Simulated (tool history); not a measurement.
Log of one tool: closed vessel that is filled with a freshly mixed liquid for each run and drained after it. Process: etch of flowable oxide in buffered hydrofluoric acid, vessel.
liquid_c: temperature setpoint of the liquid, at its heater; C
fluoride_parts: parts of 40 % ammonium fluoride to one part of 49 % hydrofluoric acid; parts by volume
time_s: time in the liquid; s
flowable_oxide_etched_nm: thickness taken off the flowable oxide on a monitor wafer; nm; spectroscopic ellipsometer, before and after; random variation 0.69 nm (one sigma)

run    day  liquid_c  fluoride_parts  time_s  flowable_oxide_etched_nm
  1      0        22              19      90                    106.51
  2  0.367        22              15      90                    136.87
  3  0.571        21            16.5      90                    115.84
  4  0.738        20            17.5      90                    104.32
  5  0.792        17            17.5      90                    89.363
  6  1.142        17            18.5      90                    84.572
  7  1.212        17              19      90                    82.481
  8  1.338        17            19.5      90                    80.128
  9  1.408        17              20      90                    76.408
 10  1.517        17            20.5      90                    75.612

Run 11 comes next. What will it give?
 11  1.55        17              21      90                         ?

flowable_oxide_etched_nm: 75.422 nm
